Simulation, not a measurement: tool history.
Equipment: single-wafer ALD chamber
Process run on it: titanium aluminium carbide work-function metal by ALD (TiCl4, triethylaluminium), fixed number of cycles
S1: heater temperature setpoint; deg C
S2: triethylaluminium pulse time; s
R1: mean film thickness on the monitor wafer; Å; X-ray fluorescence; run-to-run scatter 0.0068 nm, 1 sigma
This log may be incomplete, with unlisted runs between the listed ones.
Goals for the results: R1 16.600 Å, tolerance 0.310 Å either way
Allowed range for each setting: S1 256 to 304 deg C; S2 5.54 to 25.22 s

run 1 hour=0.0 | S1=280 S2=15.38 | R1=18.092
run 2 hour=3.7 | S1=289 S2=15.38 | R1=18.856
run 3 hour=5.1 | S1=285 S2=15.11 | R1=18.635
run 4 hour=6.9 | S1=285 S2=19.22 | R1=18.606
run 5 hour=8.6 | S1=290 S2=19.22 | R1=19.079
run 6 hour=12.4 | S1=280 S2=19.22 | R1=18.076
run 7 hour=21.4 | S1=278 S2=19.22 | R1=17.963
run 8 hour=24.6 | S1=276 S2=19.18 | R1=17.957
run 9 hour=25.8 | S1=273 S2=19.06 | R1=17.657

Pick the move, out of 4, that brings all results within their allowed miss; only one does.
run A hour=27.0 | S1=262 S2=19.85 | R1=?
run B hour=27.0 | S1=274 S2=18.26 | R1=?
run C hour=27.0 | S1=269 S2=20.37 | R1=?
run D hour=27.0 | S1=282 S2=15.21 | R1=?

move=A R1=16.557
move=B R1=17.565
move=C R1=17.155
move=D R1=18.198
A: every result within its allowed miss
B: gains on the last run, yet a result remains outside its allowed miss
C: gains on the last run, yet a result remains outside its allowed miss
D: the biggest miss grows against the last run
Move A is the one to make.
